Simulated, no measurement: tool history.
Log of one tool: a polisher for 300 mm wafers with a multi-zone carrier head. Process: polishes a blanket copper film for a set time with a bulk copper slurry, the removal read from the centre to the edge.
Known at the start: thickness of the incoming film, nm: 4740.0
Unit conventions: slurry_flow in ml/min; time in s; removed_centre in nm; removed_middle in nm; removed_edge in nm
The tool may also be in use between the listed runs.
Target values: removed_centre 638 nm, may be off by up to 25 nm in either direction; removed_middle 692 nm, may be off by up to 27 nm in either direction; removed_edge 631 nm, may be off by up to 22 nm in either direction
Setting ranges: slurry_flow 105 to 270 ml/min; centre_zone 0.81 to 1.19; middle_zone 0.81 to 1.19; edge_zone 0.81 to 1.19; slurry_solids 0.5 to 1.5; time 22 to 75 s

| run | hour | slurry_flow | centre_zone | middle_zone | edge_zone | slurry_solids | time | removed_centre | removed_middle | removed_edge |
|---|---|---|---|---|---|---|---|---|---|---|
| 1 | 0 | 175 | 1 | 1 | 1 | 1 | 48 | 534.55 | 560.41 | 554.02 |
| 2 | 7.3 | 175 | 0.92 | 1 | 1 | 1 | 48 | 500.58 | 550.16 | 555.45 |
| 3 | 8.3 | 175 | 0.97 | 1 | 1 | 1 | 48 | 518.47 | 554.61 | 549.07 |
| 4 | 15 | 175 | 0.89 | 1 | 1 | 1 | 48 | 488.76 | 557.14 | 552.42 |
| 5 | 21 | 190 | 0.94 | 1.03 | 1.01 | 1.1 | 48 | 540.32 | 590.12 | 572.5 |
| 6 | 23.2 | 190 | 0.94 | 1.03 | 1.01 | 1.1 | 42 | 466.41 | 506.89 | 495.99 |
| 7 | 26.7 | 195 | 0.95 | 1.06 | 1.03 | 1.25 | 44 | 498.1 | 572.22 | 542.29 |
| 8 | 33.4 | 210 | 0.99 | 1.07 | 1.05 | 1.35 | 45 | 544.49 | 612.68 | 583.37 |
| 9 | 40.8 | 220 | 1.02 | 1.08 | 1.05 | 1.4 | 45 | 571.99 | 622.51 | 577.59 |
| 10 | 42 | 225 | 1.04 | 1.09 | 1.07 | 1.45 | 46 | 596.99 | 653.88 | 606.92 |
| 11 | 46.1 | 230 | 1.05 | 1.1 | 1.08 | 1.45 | 46 | 609.13 | 652.85 | 606.48 |
| 12 | 52.4 | 235 | 1.05 | 1.11 | 1.09 | 1.45 | 46 | 616.64 | 667.52 | 613.38 |
| 13 | 60.4 | 240 | 1.05 | 1.11 | 1.1 | 1.45 | 46 | 610.87 | 667.32 | 621.7 |

Consider the 5 candidate settings below. Which is the only one whose results all fall within their allowed miss of target?
| A | 68.4 | 215 | 1.1 | 1.11 | 0.98 | 1.5 | 46 | ? | ? | ? |
| B | 68.4 | 265 | 1.08 | 1.13 | 1.14 | 1.15 | 48 | ? | ? | ? |
| C | 68.4 | 270 | 0.92 | 1.06 | 1.09 | 1.5 | 47 | ? | ? | ? |
| D | 68.4 | 230 | 1.07 | 1.05 | 1.16 | 1.15 | 48 | ? | ? | ? |
| E | 68.4 | 210 | 1.09 | 1.19 | 1.06 | 1.45 | 45 | ? | ? | ? |

| move | removed_centre | removed_middle | removed_edge |
|---|---|---|---|
| A | 633.05 | 675.72 | 588.39 |
| B | 639.36 | 699.8 | 628.8 |
| C | 588.58 | 688.76 | 642.36 |
| D | 619.01 | 642.92 | 623.45 |
| E | 607.83 | 693.73 | 585.28 |
A: brings the result that was furthest off to its target, and leaves another outside
B: in spec on every target
C: misses by more than the last run did
D: brings the result that was furthest off to its target, and leaves another outside
E: misses by more than the last run did
Go with B: it meets all targets.

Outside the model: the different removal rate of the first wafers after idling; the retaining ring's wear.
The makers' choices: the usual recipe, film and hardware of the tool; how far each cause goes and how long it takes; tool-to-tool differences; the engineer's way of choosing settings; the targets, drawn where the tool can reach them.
